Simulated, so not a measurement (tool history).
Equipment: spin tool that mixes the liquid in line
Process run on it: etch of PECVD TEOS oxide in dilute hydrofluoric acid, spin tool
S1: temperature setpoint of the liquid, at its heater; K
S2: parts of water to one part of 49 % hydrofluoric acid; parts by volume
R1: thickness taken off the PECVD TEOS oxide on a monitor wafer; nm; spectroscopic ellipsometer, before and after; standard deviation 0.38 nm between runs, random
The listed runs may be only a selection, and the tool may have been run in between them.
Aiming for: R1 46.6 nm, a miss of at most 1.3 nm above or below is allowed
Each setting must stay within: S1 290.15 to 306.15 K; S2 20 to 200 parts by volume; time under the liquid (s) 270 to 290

run 1 hour=0 | S1=298.15 S2=110 time_under_the_liquid_(s)=270 | R1=29.535
run 2 hour=1.8 | S1=299.15 S2=110 time_under_the_liquid_(s)=270 | R1=30.201
run 3 hour=2.9 | S1=300.15 S2=105 time_under_the_liquid_(s)=270 | R1=33.367
run 4 hour=11.5 | S1=300.65 S2=105 time_under_the_liquid_(s)=270 | R1=33.951
run 5 hour=15 | S1=300.65 S2=105 time_under_the_liquid_(s)=270 | R1=34.239
run 6 hour=23.9 | S1=300.65 S2=145 time_under_the_liquid_(s)=270 | R1=23.407
run 7 hour=25.7 | S1=300.65 S2=145 time_under_the_liquid_(s)=270 | R1=23.75
run 8 hour=32.6 | S1=304.65 S2=100 time_under_the_liquid_(s)=270 | R1=41.682
run 9 hour=33.3 | S1=304.65 S2=100 time_under_the_liquid_(s)=270 | R1=41.781
-- hour=34.6 thermometer replaced
run 10 hour=34.6 | S1=305.65 S2=95 time_under_the_liquid_(s)=270 | R1=42.297
run 11 hour=41.1 | S1=305.65 S2=90 time_under_the_liquid_(s)=270 | R1=44.371
run 12 hour=45.1 | S1=306.15 S2=85 time_under_the_liquid_(s)=270 | R1=48.99

Pick the move, out of 4, that brings all results within their allowed miss; only one does.
run A hour=49.1 | S1=306.15 S2=85 time_under_the_liquid_(s)=290 | R1=?
run B hour=49.1 | S1=305.15 S2=90 time_under_the_liquid_(s)=280 | R1=?
run C hour=49.1 | S1=305.15 S2=75 time_under_the_liquid_(s)=270 | R1=?
run D hour=49.1 | S1=302.65 S2=75 time_under_the_liquid_(s)=285 | R1=?

move=A R1=52.659
move=B R1=45.919
move=C R1=54.364
move=D R1=52.172
A: the biggest miss grows against the last run
B: all results land within tolerance of their targets
C: the biggest miss grows against the last run
D: the biggest miss grows against the last run
Correct choice: B, which meets every target
